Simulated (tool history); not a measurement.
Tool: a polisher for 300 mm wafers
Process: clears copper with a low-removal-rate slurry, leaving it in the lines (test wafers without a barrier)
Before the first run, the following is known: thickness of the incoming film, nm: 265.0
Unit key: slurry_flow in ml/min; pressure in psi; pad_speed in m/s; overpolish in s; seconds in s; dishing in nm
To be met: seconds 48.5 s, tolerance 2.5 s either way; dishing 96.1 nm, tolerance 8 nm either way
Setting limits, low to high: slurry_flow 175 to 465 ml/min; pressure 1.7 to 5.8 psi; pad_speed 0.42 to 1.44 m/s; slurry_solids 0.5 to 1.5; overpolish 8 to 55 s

run,hour,slurry_flow,pressure,pad_speed,slurry_solids,overpolish,seconds,dishing
1,0,295,3.7,0.92,1,28,72.248,65.61
2,7.4,340,3.7,0.92,1,28,71.363,64.197
3,14.2,340,3.7,0.92,1,35,71.232,77.798
4,22.7,340,3.9,0.92,1,34,67.144,78.172
5,29.5,340,3.9,0.92,1,30,67.823,71.824
6,32.8,340,3.9,1.1,1,30,55.629,80.709
7,36.4,340,4,1.1,1,30,55.16,82.798
8,43.8,340,4.1,1.1,1,30,54.299,86.008
9,45.5,340,4.2,1.1,1,30,53.601,86.483
10,51.4,340,4.3,1.1,1,30,51.2,89.846

Below are 4 possible settings for the next run. Only one of them brings all results inside the allowed miss of their targets. Which is it?
A,57.3,345,4.2,1.02,1.15,27,?,?
B,57.3,410,4.6,1.08,1.1,23,?,?
C,57.3,300,5.3,0.98,0.95,32,?,?
D,57.3,315,3.4,1.22,1.1,39,?,?

move,seconds,dishing
A,54.527,79.261
B,46.973,79.246
C,47.175,101.4
D,57.062,96.492
A: the biggest miss grows against the last run
B: corrects the largest miss of the last run, while another result sits out of spec
C: in spec on every target
D: the biggest miss grows against the last run
The right move is C.
